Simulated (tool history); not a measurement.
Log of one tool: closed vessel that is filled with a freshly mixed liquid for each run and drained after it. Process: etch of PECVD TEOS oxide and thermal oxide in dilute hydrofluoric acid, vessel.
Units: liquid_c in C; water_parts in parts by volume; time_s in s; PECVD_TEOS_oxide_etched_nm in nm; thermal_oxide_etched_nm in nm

run	day	liquid_c	water_parts	time_s	PECVD_TEOS_oxide_etched_nm	thermal_oxide_etched_nm
1	0	26	110	60	10.756	2.7976
2	0.379	28.5	100	60	12.999	3.4676
3	0.446	29.5	90	60	15.516	4.094
4	0.779	29.5	90	35	9.0794	2.3677
5	0.892	29.5	90	30	7.6786	1.9984
6	1.162	29.5	110	30	6.1406	1.6025
7	1.512	33.5	65	30	13.035	3.3843
8	1.854	33.5	55	30	15.426	4.1032

Run 9 comes next. What will it give?
9	1.912	33.5	50	30	?	?

{"run 9": {"PECVD_TEOS_oxide_etched_nm": 16.975, "thermal_oxide_etched_nm": 4.4628}}
